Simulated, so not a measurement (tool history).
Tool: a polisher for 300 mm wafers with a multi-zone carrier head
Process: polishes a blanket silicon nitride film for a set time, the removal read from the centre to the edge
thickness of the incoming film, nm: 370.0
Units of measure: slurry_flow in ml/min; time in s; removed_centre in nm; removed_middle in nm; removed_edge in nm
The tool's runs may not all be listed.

| run | hour | slurry_flow | centre_zone | middle_zone | edge_zone | time | removed_centre | removed_middle | removed_edge |
|---|---|---|---|---|---|---|---|---|---|
| 1 | 0 | 220 | 1 | 1 | 1 | 69 | 140.03 | 136.92 | 136.51 |
| 2 | 4.6 | 215 | 0.96 | 1.03 | 1.02 | 69 | 135.09 | 141.88 | 137.88 |
| 3 | 13.6 | 215 | 0.96 | 1.03 | 1.02 | 81 | 160.16 | 166.41 | 161.49 |
| 4 | 21.7 | 200 | 0.92 | 1.03 | 1.01 | 79 | 149.05 | 160.39 | 153.74 |
| 5 | 26.4 | 250 | 0.92 | 1.03 | 1.01 | 79 | 151.08 | 164.98 | 160.12 |
| 6 | 27.5 | 245 | 0.89 | 1.03 | 1.01 | 77 | 143.01 | 162.42 | 156.52 |
| 7 | 35.5 | 235 | 0.87 | 1.03 | 1.01 | 75 | 136.51 | 155.02 | 149.01 |

For run 8, what comes out?
| 8 | 41.5 | 185 | 0.81 | 1.09 | 1.1 | 71 | ? | ? | ? |

removed_centre: 115.44 nm
removed_middle: 150.69 nm
removed_edge: 144.63 nm
